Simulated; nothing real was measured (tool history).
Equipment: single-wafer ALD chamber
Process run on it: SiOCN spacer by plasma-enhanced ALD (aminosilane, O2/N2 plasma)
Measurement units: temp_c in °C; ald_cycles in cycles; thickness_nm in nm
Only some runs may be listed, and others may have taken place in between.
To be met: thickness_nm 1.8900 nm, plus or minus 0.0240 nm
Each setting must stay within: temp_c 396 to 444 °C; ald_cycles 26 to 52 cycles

run,hour,temp_c,ald_cycles,thickness_nm
1,0.0,420,39,2.2557
2,8.1,423,38,2.1831
3,11.9,413,38,2.2485
4,16.2,417,37,2.1702
5,22.8,421,36,2.0832
6,24.5,429,36,2.0455
7,31.3,431,36,2.0099
8,32.7,443,36,1.9523

Exercise: of the 4 proposed moves below, exactly one satisfies all targets within the stated allowed misses. Which move is it?
A,34.1,441,35,?
B,34.1,439,34,?
C,34.1,444,34,?
D,34.1,442,34,?

move,thickness_nm
A,1.8934
B,1.8517
C,1.8208
D,1.8331
A: meets every target
B: pushes the last run's worst result past its target
C: pushes the last run's worst result past its target
D: pushes the last run's worst result past its target
Go with A: it meets all targets.

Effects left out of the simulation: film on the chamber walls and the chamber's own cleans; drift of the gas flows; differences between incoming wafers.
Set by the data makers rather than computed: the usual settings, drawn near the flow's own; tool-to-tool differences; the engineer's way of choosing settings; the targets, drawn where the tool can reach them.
